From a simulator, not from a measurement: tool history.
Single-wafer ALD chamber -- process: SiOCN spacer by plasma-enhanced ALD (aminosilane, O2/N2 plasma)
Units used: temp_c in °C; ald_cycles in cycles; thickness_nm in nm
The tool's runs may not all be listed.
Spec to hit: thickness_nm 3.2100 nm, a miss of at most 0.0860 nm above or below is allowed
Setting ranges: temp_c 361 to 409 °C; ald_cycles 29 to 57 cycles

run,day,temp_c,ald_cycles,thickness_nm
1,0.000,385,43,2.7262
2,0.271,385,45,2.8415
3,0.371,375,45,2.8572
4,0.671,375,46,2.8887
5,0.762,375,41,2.5769
6,1.125,375,42,2.6604
7,1.229,375,43,2.7083
8,1.279,375,44,2.7638
9,1.525,375,45,2.8239
10,1.896,375,46,2.9033
11,2.242,375,47,2.9649
12,2.300,375,48,3.0226

Consider the 4 candidate settings below. Which is the only one whose results all fall within their allowed miss of target?
A,2.358,369,42,?
B,2.358,371,46,?
C,2.358,361,46,?
D,2.358,371,51,?

move,thickness_nm
A,2.6554
B,2.9083
C,2.9083
D,3.2245
A: lands further from the targets than the last run did
B: lands further from the targets than the last run did
C: lands further from the targets than the last run did
D: all results land within tolerance of their targets
Move D is the one to make.

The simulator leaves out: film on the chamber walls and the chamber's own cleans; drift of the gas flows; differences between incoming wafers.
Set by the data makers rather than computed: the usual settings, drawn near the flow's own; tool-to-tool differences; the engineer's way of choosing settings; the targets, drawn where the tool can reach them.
